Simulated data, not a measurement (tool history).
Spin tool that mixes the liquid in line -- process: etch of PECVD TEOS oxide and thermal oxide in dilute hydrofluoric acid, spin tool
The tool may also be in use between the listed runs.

run  hour  temperature setpoint of the liquid (K)  parts of water to one part of 49 % hydrofluoric acid (parts by volume)  time under the liquid (s)  thickness taken off the PECVD TEOS oxide on a monitor wafer (Å)  thickness taken off the thermal oxide on a monitor wafer (Å)
  1     0                                  293.15                                                                     135                        110                                                           91.919                                                        34.508
  2   4.1                                  294.15                                                                     135                        110                                                           97.385                                                         36.78
  3   6.1                                  294.65                                                                     135                        110                                                            95.99                                                        36.667
  4  13.1                                  295.15                                                                     135                        110                                                           99.505                                                        37.963
  5  16.7                                  295.15                                                                      95                        110                                                           147.31                                                         55.48
  6  25.3                                  295.15                                                                      95                        155                                                           208.33                                                        78.152
  7  30.6                                  295.15                                                                      95                        155                                                            207.2                                                        79.037
  8  35.7                                  294.65                                                                     100                        155                                                           193.72                                                        73.495
  9  40.2                                  294.15                                                                     105                        155                                                           176.58                                                        67.836
 10  45.3                                  293.65                                                                     110                        155                                                              167                                                        63.235

Run 11 comes next. What will it give?
 11  51.9                                  293.15                                                                     115                        155                                                                ?                                                             ?

thickness taken off the PECVD TEOS oxide on a monitor wafer (Å): 158.01
thickness taken off the thermal oxide on a monitor wafer (Å): 58.292
